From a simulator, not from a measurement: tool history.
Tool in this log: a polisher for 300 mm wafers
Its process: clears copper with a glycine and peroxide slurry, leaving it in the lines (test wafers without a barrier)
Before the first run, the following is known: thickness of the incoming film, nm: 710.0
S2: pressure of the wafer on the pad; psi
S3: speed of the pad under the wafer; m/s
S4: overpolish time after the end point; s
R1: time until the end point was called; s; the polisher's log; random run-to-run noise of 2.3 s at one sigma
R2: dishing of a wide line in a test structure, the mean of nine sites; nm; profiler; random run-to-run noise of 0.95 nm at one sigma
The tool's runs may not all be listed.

run 1 day=0 | flow_of_slurry_(ml/min)=250 S2=3.3 S3=1.28 S4=25 | R1=110.11 R2=92.816
run 2 day=0.283 | flow_of_slurry_(ml/min)=250 S2=3.2 S3=1.28 S4=23 | R1=110.6 R2=86.856
run 3 day=0.6 | flow_of_slurry_(ml/min)=250 S2=3.2 S3=1.28 S4=32 | R1=113.31 R2=107.06
run 4 day=0.754 | flow_of_slurry_(ml/min)=250 S2=3.2 S3=1.28 S4=28 | R1=110.68 R2=96.335
run 5 day=0.992 | flow_of_slurry_(ml/min)=250 S2=3.1 S3=1.28 S4=26 | R1=112.04 R2=88.493
run 6 day=1.017 | flow_of_slurry_(ml/min)=250 S2=3.1 S3=1.28 S4=31 | R1=117.91 R2=101.98

What will run 7 give?
run 7 day=1.346 | flow_of_slurry_(ml/min)=250 S2=2.4 S3=1.3 S4=19 | R1=? R2=?

Logged for run 7: R1 138.94 s, R2 60.677 nm.
